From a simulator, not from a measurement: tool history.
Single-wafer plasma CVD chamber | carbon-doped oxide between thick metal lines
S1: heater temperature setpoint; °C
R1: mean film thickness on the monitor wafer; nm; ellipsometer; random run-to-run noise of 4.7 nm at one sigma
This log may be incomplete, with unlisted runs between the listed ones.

{"run": 1, "day": 0.0, "S1": 340, "chamber pressure (mTorr)": 6640, "RF power (W)": 625, "deposition time (s)": 185, "R1": 1150.9}
{"run": 2, "day": 0.308, "S1": 344, "chamber pressure (mTorr)": 6640, "RF power (W)": 625, "deposition time (s)": 185, "R1": 1152.2}
{"run": 3, "day": 0.638, "S1": 344, "chamber pressure (mTorr)": 7830, "RF power (W)": 625, "deposition time (s)": 185, "R1": 1167.7}
{"run": 4, "day": 0.812, "S1": 347, "chamber pressure (mTorr)": 7490, "RF power (W)": 570, "deposition time (s)": 185, "R1": 1070.3}
{"run": 5, "day": 1.104, "S1": 349, "chamber pressure (mTorr)": 7300, "RF power (W)": 545, "deposition time (s)": 185, "R1": 1025.8}
{"run": 6, "day": 1.146, "S1": 349, "chamber pressure (mTorr)": 7300, "RF power (W)": 620, "deposition time (s)": 185, "R1": 1141.0}
{"run": 7, "day": 1.246, "S1": 350, "chamber pressure (mTorr)": 7140, "RF power (W)": 580, "deposition time (s)": 185, "R1": 1077.9}
{"run": 8, "day": 1.267, "S1": 351, "chamber pressure (mTorr)": 7050, "RF power (W)": 550, "deposition time (s)": 185, "R1": 1021.8}
{"run": 9, "day": 1.325, "S1": 352, "chamber pressure (mTorr)": 6790, "RF power (W)": 535, "deposition time (s)": 185, "R1": 1001.2}

What will run 10 give?
{"run": 10, "day": 1.608, "S1": 353, "chamber pressure (mTorr)": 6660, "RF power (W)": 520, "deposition time (s)": 185, "R1": "?"}

{"run 10": {"R1": 960.59}}
